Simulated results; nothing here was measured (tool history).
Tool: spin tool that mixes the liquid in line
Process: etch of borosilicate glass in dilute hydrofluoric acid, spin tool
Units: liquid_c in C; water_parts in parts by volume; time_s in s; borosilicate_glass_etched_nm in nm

| run | day | liquid_c | water_parts | time_s | borosilicate_glass_etched_nm |
|---|---|---|---|---|---|
| 1 | 0.000 | 25.0 | 80 | 45 | 33.410 |
| 2 | 0.254 | 25.0 | 70 | 45 | 38.860 |
| 3 | 0.567 | 26.5 | 70 | 45 | 40.525 |
| 4 | 0.688 | 27.5 | 65 | 45 | 45.923 |
| 5 | 0.846 | 28.5 | 65 | 45 | 47.978 |
| 6 | 0.962 | 29.0 | 65 | 45 | 49.340 |

Forecast run 7:
| 7 | 1.067 | 29.5 | 65 | 45 | ? |

{"run 7": {"borosilicate_glass_etched_nm": 49.77}}
